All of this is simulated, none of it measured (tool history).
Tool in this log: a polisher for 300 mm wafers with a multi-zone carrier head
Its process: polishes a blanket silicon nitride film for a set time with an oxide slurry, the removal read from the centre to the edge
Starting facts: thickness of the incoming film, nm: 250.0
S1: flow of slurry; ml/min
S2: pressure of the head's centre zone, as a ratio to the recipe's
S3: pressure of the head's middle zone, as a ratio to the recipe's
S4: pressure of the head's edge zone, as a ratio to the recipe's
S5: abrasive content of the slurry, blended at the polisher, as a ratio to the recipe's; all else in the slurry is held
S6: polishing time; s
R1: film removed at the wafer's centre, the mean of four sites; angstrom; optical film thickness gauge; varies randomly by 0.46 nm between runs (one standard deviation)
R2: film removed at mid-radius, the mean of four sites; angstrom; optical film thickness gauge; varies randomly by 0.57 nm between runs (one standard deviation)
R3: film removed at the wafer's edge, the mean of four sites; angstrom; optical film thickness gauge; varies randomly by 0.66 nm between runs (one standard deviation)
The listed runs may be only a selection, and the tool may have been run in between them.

run    day   S1    S2    S3    S4    S5  S6      R1      R2      R3
  1      0  230     1     1     1     1  62   492.9  496.53  494.87
  2  0.312  230     1  1.06     1     1  62  496.29  518.98  490.53
  3  0.562  240  1.02  1.07  1.03   1.1  62  529.95  561.27  511.34
  4    0.6  275  1.02  1.07  1.03   1.1  62     546  551.87  528.46
  5  0.762  285  1.03  1.07  1.05  1.15  62  559.52  581.45  545.27
  6  0.783  325  1.03  1.07  1.05  1.15  62  567.23  580.82  550.97
  7  1.008  330  1.05  1.07  1.07   1.2  62     593  602.02  567.97
  8  1.292  335  1.06  1.06  1.09  1.25  62  613.33  602.62  584.58

Run 9 has not been measured yet. What should we expect?
  9  1.542  320  1.13  1.14  1.17  1.5  63   ?   ?   ?

Run 9 yielded R1 706.31 angstrom, R2 701.23 angstrom, R3 667.02 angstrom.

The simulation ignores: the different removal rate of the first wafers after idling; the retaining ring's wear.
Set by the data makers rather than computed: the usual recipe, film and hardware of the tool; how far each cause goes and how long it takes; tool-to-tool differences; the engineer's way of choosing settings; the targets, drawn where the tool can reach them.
